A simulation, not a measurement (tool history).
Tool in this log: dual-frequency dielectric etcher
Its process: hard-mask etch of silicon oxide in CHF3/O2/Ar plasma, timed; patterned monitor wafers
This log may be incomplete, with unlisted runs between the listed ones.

run	day	source power (kW)	bias power (kW)	etch time (s)	mean etch depth across the wafer (Å)
1	0	0.47	0.212	20.5	415.15
2	0.038	0.47	0.212	21.5	437.68
3	0.3	0.47	0.212	21.5	433.82
4	0.333	0.47	0.183	21.5	413.13
5	0.367	0.48	0.184	21.5	417.76
6	0.454	0.48	0.184	20.5	397.24
7	0.742	0.49	0.185	20.5	400.14

Run 8 is up next; what results do you expect?
8	0.954	0.5	0.186	20.5	?

Run 8 produced mean etch depth across the wafer (Å) 405.48.
